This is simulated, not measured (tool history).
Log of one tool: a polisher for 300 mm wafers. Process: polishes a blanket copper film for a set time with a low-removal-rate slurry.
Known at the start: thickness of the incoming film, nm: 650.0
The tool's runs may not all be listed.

| run | day | flow of slurry (ml/min) | pressure of the wafer on the pad (psi) | speed of the pad under the wafer (cm/s) | abrasive content of the slurry | polishing time (s) | film removed (angstrom) |
|---|---|---|---|---|---|---|---|
| 1 | 0.000 | 125 | 1.7 | 104 | 1.0 | 43 | 705.59 |
| 2 | 0.050 | 150 | 1.7 | 104 | 1.0 | 43 | 729.29 |
| 3 | 0.388 | 130 | 1.7 | 104 | 1.0 | 43 | 699.10 |
| 4 | 0.612 | 125 | 1.4 | 94 | 1.0 | 43 | 529.98 |
| 5 | 0.646 | 125 | 1.2 | 94 | 1.0 | 43 | 449.35 |
| 6 | 0.983 | 120 | 1.1 | 90 | 1.0 | 43 | 391.98 |
| 7 | 1.267 | 115 | 1.0 | 88 | 1.0 | 43 | 352.34 |
| 8 | 1.442 | 110 | 0.9 | 88 | 1.0 | 43 | 311.96 |

The next listed run, before its measurement:
| 9 | 1.517 | 105 | 0.9 | 88 | 1.0 | 43 | ? |

{"run 9": {"film removed (angstrom)": 311.37}}
